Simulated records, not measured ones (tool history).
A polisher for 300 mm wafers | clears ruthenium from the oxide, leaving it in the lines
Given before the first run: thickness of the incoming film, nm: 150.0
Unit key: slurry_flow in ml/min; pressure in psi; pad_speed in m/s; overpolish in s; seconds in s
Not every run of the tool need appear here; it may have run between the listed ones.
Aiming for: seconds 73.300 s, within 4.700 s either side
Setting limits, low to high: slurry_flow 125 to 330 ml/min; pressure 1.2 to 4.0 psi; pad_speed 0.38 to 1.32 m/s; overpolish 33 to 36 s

Run 1, day 0.000: slurry_flow 210 ml/min, pressure 2.6 psi, pad_speed 0.84 m/s, overpolish 33 s. Result: seconds 126.360 s.
Run 2, day 0.304: slurry_flow 210 ml/min, pressure 3.0 psi, pad_speed 0.86 m/s, overpolish 33 s. Result: seconds 111.520 s.
Run 3, day 0.612: slurry_flow 210 ml/min, pressure 2.6 psi, pad_speed 0.86 m/s, overpolish 33 s. Result: seconds 122.110 s.
Run 4, day 0.704: slurry_flow 210 ml/min, pressure 2.6 psi, pad_speed 0.68 m/s, overpolish 33 s. Result: seconds 154.260 s.
At day 0.783: head pressure recalibrated.
Run 5, day 0.783: slurry_flow 210 ml/min, pressure 2.6 psi, pad_speed 0.90 m/s, overpolish 33 s. Result: seconds 120.840 s.
Run 6, day 0.812: slurry_flow 210 ml/min, pressure 3.0 psi, pad_speed 0.92 m/s, overpolish 33 s. Result: seconds 111.880 s.
Run 7, day 1.179: slurry_flow 215 ml/min, pressure 3.2 psi, pad_speed 1.02 m/s, overpolish 33 s. Result: seconds 91.918 s.
Run 8, day 1.288: slurry_flow 215 ml/min, pressure 3.4 psi, pad_speed 1.04 m/s, overpolish 33 s. Result: seconds 85.184 s.
Run 9, day 1.488: slurry_flow 215 ml/min, pressure 3.5 psi, pad_speed 1.06 m/s, overpolish 33 s. Result: seconds 83.436 s.
Run 10, day 1.688: slurry_flow 215 ml/min, pressure 3.6 psi, pad_speed 1.08 m/s, overpolish 33 s. Result: seconds 80.991 s.

Consider the 5 candidate settings below. Which is the only one whose results all fall within their allowed miss of target?
Run A, day 1.888: slurry_flow 235 ml/min, pressure 3.7 psi, pad_speed 1.16 m/s, overpolish 36 s. Result: seconds ?.
Run B, day 1.888: slurry_flow 190 ml/min, pressure 3.6 psi, pad_speed 1.02 m/s, overpolish 33 s. Result: seconds ?.
Run C, day 1.888: slurry_flow 210 ml/min, pressure 3.6 psi, pad_speed 0.90 m/s, overpolish 36 s. Result: seconds ?.
Run D, day 1.888: slurry_flow 160 ml/min, pressure 3.4 psi, pad_speed 1.06 m/s, overpolish 36 s. Result: seconds ?.
Run E, day 1.888: slurry_flow 235 ml/min, pressure 3.4 psi, pad_speed 0.98 m/s, overpolish 34 s. Result: seconds ?.

move  seconds
   A   76.322
   B   90.227
   C  100.900
   D   92.435
   E   95.936
A: all results in spec
B: misses by more than the last run did
C: misses by more than the last run did
D: misses by more than the last run did
E: misses by more than the last run did
Correct choice: A, which meets every target
